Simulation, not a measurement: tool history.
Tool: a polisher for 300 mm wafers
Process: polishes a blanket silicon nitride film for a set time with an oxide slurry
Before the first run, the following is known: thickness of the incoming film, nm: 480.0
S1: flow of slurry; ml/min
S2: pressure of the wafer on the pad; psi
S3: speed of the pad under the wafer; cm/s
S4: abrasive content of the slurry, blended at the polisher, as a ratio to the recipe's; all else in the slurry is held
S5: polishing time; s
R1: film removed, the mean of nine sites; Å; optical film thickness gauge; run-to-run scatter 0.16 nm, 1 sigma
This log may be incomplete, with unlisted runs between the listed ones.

run  hour   S1   S2  S3   S4  S5      R1
  1   0.0  235  3.8  98  1.0  31  156.16
  2   1.0  235  3.1  98  1.0  31  128.93
  3   3.1  235  3.3  98  1.0  31  138.56
  4   6.4  235  4.1  98  1.0  31  165.09
  5  13.3  255  4.1  98  1.0  31  166.75
     22.0  -- worn pad replaced by a new one
  6  22.0  215  4.1  98  1.0  31  190.46
  7  26.7  210  4.1  98  1.0  31  190.78
  8  30.3  210  4.1  98  1.0  31  191.12

Run 9 is up next; what results do you expect?
  9  32.9  205  4.1  98  1.0  31   ?

Run 9 produced R1 187.99 Å.
